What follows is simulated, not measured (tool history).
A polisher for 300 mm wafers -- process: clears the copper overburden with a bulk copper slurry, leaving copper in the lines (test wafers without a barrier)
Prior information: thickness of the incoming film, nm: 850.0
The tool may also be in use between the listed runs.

| run | hour | flow of slurry (ml/min) | pressure of the wafer on the pad (psi) | speed of the pad under the wafer (m/s) | abrasive content of the slurry | overpolish time after the end point (s) | time until the end point was called (s) | dishing of a wide line in a test structure (angstrom) |
|---|---|---|---|---|---|---|---|---|
| 1 | 0 | 180 | 2.8 | 1.3 | 1 | 23 | 72.995 | 1215.6 |
| 2 | 1.3 | 180 | 2.8 | 1.3 | 1 | 32 | 72.027 | 1371.4 |
| 3 | 2.5 | 180 | 2.4 | 1.3 | 1 | 26 | 86.088 | 1163.5 |
| 4 | 6.9 | 180 | 2.2 | 1.3 | 1 | 20 | 88.119 | 974.43 |
| 5 | 9.3 | 180 | 2 | 1.3 | 1 | 19 | 99.534 | 872.03 |
| 6 | 14.1 | 180 | 2 | 1.3 | 1.2 | 19 | 93.785 | 900.66 |
| 7 | 19.5 | 180 | 1.9 | 1.3 | 1.2 | 19 | 98.269 | 888.84 |
| 8 | 27.7 | 180 | 1.8 | 1.3 | 1.2 | 18 | 100.33 | 819.94 |

Run 9 comes next. What will it give?
| 9 | 33.8 | 175 | 1.4 | 1.28 | 1.2 | 20 | ? | ? |

For run 9 the tool returned time until the end point was called (s) 129.92, dishing of a wide line in a test structure (angstrom) 728.36.
